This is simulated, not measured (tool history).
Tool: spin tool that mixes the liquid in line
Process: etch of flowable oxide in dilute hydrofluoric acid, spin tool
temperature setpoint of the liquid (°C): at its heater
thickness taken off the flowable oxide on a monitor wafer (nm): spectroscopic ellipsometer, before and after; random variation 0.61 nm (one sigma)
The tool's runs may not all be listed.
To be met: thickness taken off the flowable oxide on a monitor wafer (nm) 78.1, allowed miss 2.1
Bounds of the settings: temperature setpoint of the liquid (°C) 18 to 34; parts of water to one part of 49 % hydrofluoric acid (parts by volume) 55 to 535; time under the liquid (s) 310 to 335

run,day,temperature setpoint of the liquid (°C),parts of water to one part of 49 % hydrofluoric acid (parts by volume),time under the liquid (s),thickness taken off the flowable oxide on a monitor wafer (nm)
1,0,26,295,310,24.748
2,0.167,27.5,295,310,26.2
3,0.417,28.5,295,310,27.212
4,0.717,28.5,295,310,26.797
5,0.858,31,295,310,29.494
6,1.062,32.5,295,310,30.698
7,1.242,33,235,310,41.711
8,1.342,34,115,310,104.52
9,1.571,31.5,115,310,96.061
10,1.817,31.5,115,310,95.348
11,1.904,29.5,115,310,89.567
12,2.029,25.5,120,310,72.895
13,2.2,26,120,310,74.741

5 next moves are on the table. One of them brings every result within its allowed miss. Which?
A,2.371,26.5,135,335,?
B,2.371,25.5,125,330,?
C,2.371,25.5,130,325,?
D,2.371,25,110,310,?
E,2.371,25.5,130,335,?

move,thickness taken off the flowable oxide on a monitor wafer (nm)
A,71.797
B,74.444
C,70.068
D,79.401
E,72.224
A: further off than the last run
B: further off than the last run
C: further off than the last run
D: meets every target
E: further off than the last run
Answer: D
